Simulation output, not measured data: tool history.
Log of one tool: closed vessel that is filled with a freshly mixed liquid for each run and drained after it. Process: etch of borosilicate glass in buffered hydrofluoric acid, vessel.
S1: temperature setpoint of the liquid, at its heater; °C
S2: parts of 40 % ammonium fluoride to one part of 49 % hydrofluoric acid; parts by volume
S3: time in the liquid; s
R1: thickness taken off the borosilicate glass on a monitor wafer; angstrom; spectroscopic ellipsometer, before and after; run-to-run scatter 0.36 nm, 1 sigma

run	hour	S1	S2	S3	R1
1	0.0	20.0	19.0	105	656.30
2	2.4	21.5	18.5	105	727.97
3	7.8	21.5	18.5	105	727.01
4	9.1	21.5	18.5	115	797.31
5	15.0	22.5	18.5	115	839.85
6	20.1	22.5	23.0	115	686.73
# hour 26.5: hydrofluoric acid flow meter replaced
7	26.5	23.5	22.0	115	709.70
8	32.6	24.0	21.0	115	747.80
9	38.2	24.5	20.0	115	796.57
10	40.8	28.0	16.0	115	1199.80
11	43.7	27.5	16.0	115	1166.80

Expected results for the next run?
12	45.8	27.5	16.0	115	?

{"run 12": {"R1": 1162.0}}

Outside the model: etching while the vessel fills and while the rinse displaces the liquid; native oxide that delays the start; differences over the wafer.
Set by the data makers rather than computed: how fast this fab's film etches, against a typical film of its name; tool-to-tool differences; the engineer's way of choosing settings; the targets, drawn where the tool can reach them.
